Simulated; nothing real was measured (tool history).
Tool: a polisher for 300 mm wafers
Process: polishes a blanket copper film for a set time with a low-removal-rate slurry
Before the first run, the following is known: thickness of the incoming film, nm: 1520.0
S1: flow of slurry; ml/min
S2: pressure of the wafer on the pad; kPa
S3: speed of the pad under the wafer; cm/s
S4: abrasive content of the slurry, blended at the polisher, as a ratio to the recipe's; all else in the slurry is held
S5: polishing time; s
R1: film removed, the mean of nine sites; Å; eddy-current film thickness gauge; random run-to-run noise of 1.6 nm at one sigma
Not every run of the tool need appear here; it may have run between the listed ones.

run	hour	S1	S2	S3	S4	S5	R1
1	0.0	235	14.5	108	1.0	45	929.73
2	5.1	235	15.2	108	1.0	45	997.16
3	11.8	235	15.2	108	0.9	45	969.67
4	17.0	235	15.2	88	0.9	45	856.08
5	24.0	235	15.9	88	0.9	45	899.56
6	30.6	235	15.9	114	0.9	45	1029.10
7	39.7	235	16.5	114	0.9	45	1089.00

Forecast run 8:
8	43.8	235	17.2	114	0.9	45	?

Run 8 gave R1 1125.90 Å.

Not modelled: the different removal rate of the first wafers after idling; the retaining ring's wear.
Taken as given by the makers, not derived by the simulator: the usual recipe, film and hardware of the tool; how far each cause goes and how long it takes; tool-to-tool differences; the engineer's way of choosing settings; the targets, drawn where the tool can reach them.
